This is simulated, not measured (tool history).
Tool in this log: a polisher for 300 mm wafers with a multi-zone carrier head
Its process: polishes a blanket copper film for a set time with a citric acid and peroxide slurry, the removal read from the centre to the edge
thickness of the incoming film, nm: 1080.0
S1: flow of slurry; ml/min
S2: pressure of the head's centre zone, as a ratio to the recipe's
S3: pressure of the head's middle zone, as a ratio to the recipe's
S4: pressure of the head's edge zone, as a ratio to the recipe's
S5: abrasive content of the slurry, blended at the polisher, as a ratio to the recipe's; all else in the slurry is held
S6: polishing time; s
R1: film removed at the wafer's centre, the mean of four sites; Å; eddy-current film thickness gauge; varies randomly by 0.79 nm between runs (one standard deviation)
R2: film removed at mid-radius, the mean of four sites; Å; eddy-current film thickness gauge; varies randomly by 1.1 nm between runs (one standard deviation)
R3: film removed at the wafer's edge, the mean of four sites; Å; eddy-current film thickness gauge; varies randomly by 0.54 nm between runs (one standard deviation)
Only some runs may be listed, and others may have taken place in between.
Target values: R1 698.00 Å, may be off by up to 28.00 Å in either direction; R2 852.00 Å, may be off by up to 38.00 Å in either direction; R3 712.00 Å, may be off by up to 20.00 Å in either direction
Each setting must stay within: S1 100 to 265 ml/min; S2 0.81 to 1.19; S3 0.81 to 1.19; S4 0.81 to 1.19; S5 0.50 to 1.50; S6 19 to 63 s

run	day	S1	S2	S3	S4	S5	S6	R1	R2	R3
1	0.000	170	1.00	1.00	1.00	1.00	41	658.28	656.93	654.10
2	0.150	185	0.99	1.05	1.01	1.05	41	691.99	703.80	673.28
3	0.358	190	0.96	1.09	1.01	1.10	41	669.49	742.58	680.28
4	0.671	190	0.96	1.09	1.01	1.10	46	763.02	830.00	756.37
5	0.779	180	0.95	1.11	1.00	1.10	46	737.16	858.55	747.93
6	0.979	180	0.95	1.11	0.96	1.10	46	733.57	845.03	738.41
7	1.312	180	0.95	1.11	0.96	1.10	46	734.33	831.57	735.57
8	1.542	175	0.95	1.12	0.95	1.10	46	746.88	844.60	730.18

Next run, 5 choices. One meets every target within its allowed miss, the rest don't. Which?
A	1.771	180	0.96	1.12	0.97	1.05	47	?	?	?
B	1.771	170	0.89	1.11	1.05	1.40	43	?	?	?
C	1.771	195	1.05	1.09	0.92	1.15	47	?	?	?
D	1.771	185	0.92	1.16	0.94	1.10	45	?	?	?
E	1.771	200	0.94	1.12	0.81	1.10	48	?	?	?

move	R1	R2	R3
A	767.76	843.77	744.02
B	691.31	815.04	754.60
C	872.44	854.34	750.14
D	716.44	846.59	712.19
E	791.83	887.32	717.28
A: moves away from the targets compared with the last run
B: corrects the largest miss of the last run, while another result sits out of spec
C: moves away from the targets compared with the last run
D: each result inside its tolerance
E: moves away from the targets compared with the last run
Go with D: it meets all targets.

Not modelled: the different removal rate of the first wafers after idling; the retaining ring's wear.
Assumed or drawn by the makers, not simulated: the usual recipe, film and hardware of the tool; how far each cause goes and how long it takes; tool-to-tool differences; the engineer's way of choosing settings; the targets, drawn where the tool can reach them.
